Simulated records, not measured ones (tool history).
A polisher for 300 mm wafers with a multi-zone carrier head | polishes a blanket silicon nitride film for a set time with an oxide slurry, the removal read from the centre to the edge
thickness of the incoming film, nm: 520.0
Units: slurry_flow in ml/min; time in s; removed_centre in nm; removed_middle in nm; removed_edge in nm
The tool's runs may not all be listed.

run 1 hour=0 | slurry_flow=135 centre_zone=1 middle_zone=1 edge_zone=1 slurry_solids=1 time=52 | removed_centre=19.693 removed_middle=20.021 removed_edge=20.62
run 2 hour=3.9 | slurry_flow=135 centre_zone=1 middle_zone=1 edge_zone=1 slurry_solids=1.1 time=52 | removed_centre=20.905 removed_middle=20.101 removed_edge=21.346
run 3 hour=11.3 | slurry_flow=135 centre_zone=1 middle_zone=0.91 edge_zone=1 slurry_solids=1.1 time=52 | removed_centre=20.866 removed_middle=19.189 removed_edge=20.89
run 4 hour=19.3 | slurry_flow=135 centre_zone=0.95 middle_zone=0.91 edge_zone=1 slurry_solids=1.1 time=52 | removed_centre=19.505 removed_middle=19.516 removed_edge=21.032
run 5 hour=28.1 | slurry_flow=145 centre_zone=0.94 middle_zone=0.97 edge_zone=0.97 slurry_solids=1.15 time=52 | removed_centre=20.141 removed_middle=21.093 removed_edge=21.081
run 6 hour=32.9 | slurry_flow=145 centre_zone=0.94 middle_zone=0.97 edge_zone=0.97 slurry_solids=1.15 time=62 | removed_centre=23.49 removed_middle=24.851 removed_edge=25.434

The next listed run, before its measurement:
run 7 hour=40.2 | slurry_flow=150 centre_zone=0.93 middle_zone=0.99 edge_zone=0.95 slurry_solids=1.15 time=62 | removed_centre=? removed_middle=? removed_edge=?

removed_centre: 23.324 nm
removed_middle: 25.194 nm
removed_edge: 24.855 nm
